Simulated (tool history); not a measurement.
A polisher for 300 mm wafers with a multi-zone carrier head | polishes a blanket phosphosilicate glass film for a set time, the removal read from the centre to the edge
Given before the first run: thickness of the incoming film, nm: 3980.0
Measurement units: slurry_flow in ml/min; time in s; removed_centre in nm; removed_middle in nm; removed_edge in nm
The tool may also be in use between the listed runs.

run,hour,slurry_flow,centre_zone,middle_zone,edge_zone,slurry_solids,time,removed_centre,removed_middle,removed_edge
1,0.0,235,1.00,1.00,1.00,1.00,41,404.13,407.29,398.25
2,4.0,230,0.98,0.99,0.98,0.95,41,379.33,392.18,401.83
3,6.4,235,0.98,1.00,0.98,0.90,40,365.02,376.24,381.63
4,10.9,235,0.98,1.01,0.98,0.85,40,373.22,370.19,371.44
5,18.6,235,0.96,1.02,0.97,0.80,40,345.43,359.56,360.07
# hour 27.0: slurry nozzle cleaned
6,27.0,235,0.96,1.02,1.04,0.80,40,370.51,384.30,379.77
7,32.8,235,0.96,1.03,1.01,0.80,40,369.84,383.42,374.77
8,33.4,235,0.95,1.03,0.98,0.80,40,360.20,386.66,372.13

Expected results for the next run?
9,40.8,235,0.95,1.03,0.95,0.80,40,?,?,?

removed_centre: 350.60 nm
removed_middle: 380.21 nm
removed_edge: 365.49 nm

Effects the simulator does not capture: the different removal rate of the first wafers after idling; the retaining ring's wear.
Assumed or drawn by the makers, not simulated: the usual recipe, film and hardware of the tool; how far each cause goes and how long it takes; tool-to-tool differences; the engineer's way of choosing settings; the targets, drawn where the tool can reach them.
